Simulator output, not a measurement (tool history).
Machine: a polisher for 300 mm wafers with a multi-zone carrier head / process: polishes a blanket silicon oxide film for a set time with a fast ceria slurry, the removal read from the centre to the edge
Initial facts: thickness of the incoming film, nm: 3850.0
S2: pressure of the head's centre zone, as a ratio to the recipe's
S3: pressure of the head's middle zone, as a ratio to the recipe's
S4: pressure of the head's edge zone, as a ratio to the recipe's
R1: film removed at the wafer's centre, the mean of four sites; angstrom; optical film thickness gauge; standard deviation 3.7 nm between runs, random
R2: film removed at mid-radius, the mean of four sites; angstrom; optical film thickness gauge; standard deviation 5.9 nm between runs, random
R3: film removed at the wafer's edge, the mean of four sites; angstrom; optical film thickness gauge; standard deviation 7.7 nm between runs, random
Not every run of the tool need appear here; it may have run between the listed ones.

Run 1, hour 0.0: flow of slurry (ml/min) 160, S2 1.00, S3 1.00, S4 1.00, polishing time (s) 66. Result: R1 6075.4 angstrom, R2 6288.7 angstrom, R3 5957.2 angstrom.
Run 2, hour 6.6: flow of slurry (ml/min) 145, S2 1.00, S3 1.00, S4 1.00, polishing time (s) 66. Result: R1 6010.4 angstrom, R2 6086.4 angstrom, R3 5848.3 angstrom.
Run 3, hour 8.5: flow of slurry (ml/min) 145, S2 1.00, S3 1.00, S4 1.08, polishing time (s) 66. Result: R1 5990.0 angstrom, R2 5980.4 angstrom, R3 6113.0 angstrom.
Run 4, hour 11.6: flow of slurry (ml/min) 145, S2 1.00, S3 1.00, S4 1.08, polishing time (s) 80. Result: R1 7251.4 angstrom, R2 7393.4 angstrom, R3 7282.5 angstrom.
Run 5, hour 15.9: flow of slurry (ml/min) 145, S2 1.00, S3 1.00, S4 1.08, polishing time (s) 66. Result: R1 5995.1 angstrom, R2 6083.9 angstrom, R3 6087.6 angstrom.
At hour 21.6: edge zone pressure recalibrated.
Run 6, hour 21.6: flow of slurry (ml/min) 145, S2 1.00, S3 1.00, S4 1.08, polishing time (s) 58. Result: R1 5288.1 angstrom, R2 5336.5 angstrom, R3 5543.5 angstrom.

Run 7 is up next; what results do you expect?
Run 7, hour 30.2: flow of slurry (ml/min) 140, S2 1.01, S3 0.98, S4 1.08, polishing time (s) 58. Result: R1 ?, R2 ?, R3 ?.

R1: 5286.5 angstrom
R2: 5227.0 angstrom
R3: 5477.6 angstrom
